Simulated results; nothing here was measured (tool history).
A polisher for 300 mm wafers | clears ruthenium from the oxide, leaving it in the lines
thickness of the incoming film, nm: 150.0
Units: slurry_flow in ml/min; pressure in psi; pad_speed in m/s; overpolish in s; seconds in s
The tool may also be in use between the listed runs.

| run | hour | slurry_flow | pressure | pad_speed | overpolish | seconds |
|---|---|---|---|---|---|---|
| 1 | 0 | 130 | 2.1 | 1 | 5 | 123.09 |
| 2 | 6.4 | 105 | 2.1 | 1 | 5 | 137.03 |
| 3 | 11.1 | 105 | 2.1 | 0.78 | 5 | 158.85 |
| 4 | 19.7 | 105 | 1.9 | 0.78 | 5 | 175.88 |
| 5 | 21.6 | 105 | 1.9 | 0.66 | 5 | 193.06 |
| 6 | 23.6 | 125 | 2.2 | 0.68 | 5 | 161.24 |
| 7 | 29 | 140 | 2.5 | 0.7 | 5 | 135.15 |
| 8 | 32.4 | 150 | 2.7 | 0.7 | 5 | 123.17 |
| 9 | 38.9 | 150 | 2.7 | 0.7 | 5 | 124.69 |
| 10 | 41.4 | 150 | 2.7 | 0.7 | 5 | 123.23 |

The next listed run, before its measurement:
| 11 | 42.3 | 155 | 2.8 | 0.7 | 5 | ? |

{"run 11": {"seconds": 117.63}}
